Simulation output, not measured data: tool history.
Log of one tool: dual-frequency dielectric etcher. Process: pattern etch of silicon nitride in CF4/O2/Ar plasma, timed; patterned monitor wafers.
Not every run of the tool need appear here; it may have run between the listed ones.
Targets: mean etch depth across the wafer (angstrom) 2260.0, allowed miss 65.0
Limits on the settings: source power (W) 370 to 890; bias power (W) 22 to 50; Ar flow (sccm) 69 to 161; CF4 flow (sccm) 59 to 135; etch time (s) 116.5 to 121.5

run	day	source power (W)	bias power (W)	Ar flow (sccm)	CF4 flow (sccm)	etch time (s)	mean etch depth across the wafer (angstrom)
1	0.000	630	36	115	97	116.5	2622.3
2	0.217	620	36	115	97	116.5	2596.8
3	0.492	620	36	115	87	116.5	2497.9
4	0.700	610	36	115	87	116.5	2458.3
5	0.817	680	36	115	87	116.5	2774.0
6	1.008	660	36	115	87	116.5	2682.1
7	1.354	660	36	115	87	116.5	2686.5
8	1.396	650	36	115	87	116.5	2655.7
9	1.521	520	35	116	86	116.5	2039.3
10	1.679	530	35	116	86	116.5	2087.3
11	1.854	540	35	116	86	116.5	2120.5

Next run, 4 choices. One meets every target within its allowed miss, the rest don't. Which?
A	2.029	480	36	124	88	117.5	?
B	2.029	460	39	102	97	121.0	?
C	2.029	510	41	140	88	117.5	?
D	2.029	570	32	113	86	121.5	?

move	mean etch depth across the wafer (angstrom)
A	1907.7
B	2033.9
C	2152.3
D	2260.1
A: further off than the last run
B: further off than the last run
C: better than the last run, though not everything is in spec
D: every result lands within tolerance
Correct choice: D, which meets every target
